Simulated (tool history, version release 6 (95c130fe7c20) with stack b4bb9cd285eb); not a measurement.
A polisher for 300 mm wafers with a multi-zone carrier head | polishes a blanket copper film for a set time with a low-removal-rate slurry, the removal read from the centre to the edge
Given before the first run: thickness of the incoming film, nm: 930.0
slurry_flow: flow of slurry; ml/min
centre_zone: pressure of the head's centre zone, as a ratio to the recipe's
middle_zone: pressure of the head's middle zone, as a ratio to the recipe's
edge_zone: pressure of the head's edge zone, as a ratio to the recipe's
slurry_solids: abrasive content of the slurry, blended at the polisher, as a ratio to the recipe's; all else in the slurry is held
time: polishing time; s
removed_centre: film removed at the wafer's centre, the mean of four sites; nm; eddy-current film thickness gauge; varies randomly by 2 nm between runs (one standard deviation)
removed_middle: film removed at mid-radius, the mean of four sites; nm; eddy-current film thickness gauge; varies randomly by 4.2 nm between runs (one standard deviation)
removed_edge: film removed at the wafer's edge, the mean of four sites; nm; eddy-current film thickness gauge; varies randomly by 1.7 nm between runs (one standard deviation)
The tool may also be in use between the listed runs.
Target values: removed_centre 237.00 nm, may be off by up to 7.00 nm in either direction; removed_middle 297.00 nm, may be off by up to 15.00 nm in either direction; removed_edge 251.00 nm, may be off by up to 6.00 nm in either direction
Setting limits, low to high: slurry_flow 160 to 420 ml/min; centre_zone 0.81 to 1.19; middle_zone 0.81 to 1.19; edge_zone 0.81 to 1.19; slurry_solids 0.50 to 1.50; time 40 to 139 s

run  hour  slurry_flow  centre_zone  middle_zone  edge_zone  slurry_solids  time  removed_centre  removed_middle  removed_edge
  1   0.0          270         1.00         1.00       1.00           1.00    89          225.86          234.85        228.26
  2   6.8          275         1.00         1.02       1.01           1.00    89          228.27          223.78        229.16
  3   8.4          275         1.00         0.97       1.01           1.00    89          226.54          220.60        229.47
  4  13.1          215         1.00         0.97       1.01           1.00    89          224.73          221.18        225.33
  5  15.5          215         0.99         0.99       1.00           1.05    89          224.37          217.11        229.24
  6  20.4          230         0.98         1.01       0.99           1.05    90          226.16          229.96        229.36
  7  23.4          305         0.95         1.11       1.09           1.25    91          235.42          271.79        256.18
  8  30.7          305         0.95         1.12       1.08           1.25    91          234.50          270.17        254.18
  9  36.6          310         0.95         1.13       1.07           1.25    91          236.22          272.90        250.89
 10  39.3          315         0.95         1.14       1.07           1.25    91          238.36          273.36        252.06
 11  45.9          315         0.95         1.14       1.07           1.25    91          235.42          280.17        253.84
 12  52.0          315         0.95         1.15       1.07           1.25    91          233.70          271.63        253.65
 13  59.4          315         0.95         1.15       1.07           1.25    91          235.95          273.87        253.53

5 next moves are on the table. One of them brings every result within its allowed miss. Which?
  A  66.8          405         0.92         1.19       0.85           1.50    89               ?               ?             ?
  B  66.8          330         0.97         1.12       1.07           1.50    87               ?               ?             ?
  C  66.8          375         0.92         1.19       0.96           1.50    90               ?               ?             ?
  D  66.8          350         0.94         1.05       1.12           1.35    91               ?               ?             ?
  E  66.8          280         0.92         1.11       1.12           1.20    90               ?               ?             ?

move  removed_centre  removed_middle  removed_edge
   A          235.68          291.67        232.92
   B          239.65          267.17        251.72
   C          237.15          293.58        248.24
   D          238.47          259.74        264.63
   E          222.04          259.47        252.71
A: the furthest-off result lands on target, but another misses its tolerance
B: misses by more than the last run did
C: in spec on every target
D: misses by more than the last run did
E: misses by more than the last run did
Answer: C
